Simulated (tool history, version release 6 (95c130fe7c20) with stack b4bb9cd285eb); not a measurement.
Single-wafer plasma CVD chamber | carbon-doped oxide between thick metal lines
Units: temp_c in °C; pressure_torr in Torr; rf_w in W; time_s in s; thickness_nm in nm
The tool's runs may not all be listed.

run  hour  temp_c  pressure_torr  rf_w  time_s  thickness_nm
  1   0.0     375           6.17   665    77.1        440.60
  2   3.1     377           5.87   625    77.1        418.99
  3   4.7     377           5.87   710    77.1        449.64
  4   8.0     380           5.37   670    77.1        430.84
  5   9.2     382           5.18   630    77.1        413.16
  6  11.9     383           5.01   605    77.1        404.67

Forecast run 7:
  7  14.4     384           4.91   585    77.1             ?

{"run 7": {"thickness_nm": 394.25}}

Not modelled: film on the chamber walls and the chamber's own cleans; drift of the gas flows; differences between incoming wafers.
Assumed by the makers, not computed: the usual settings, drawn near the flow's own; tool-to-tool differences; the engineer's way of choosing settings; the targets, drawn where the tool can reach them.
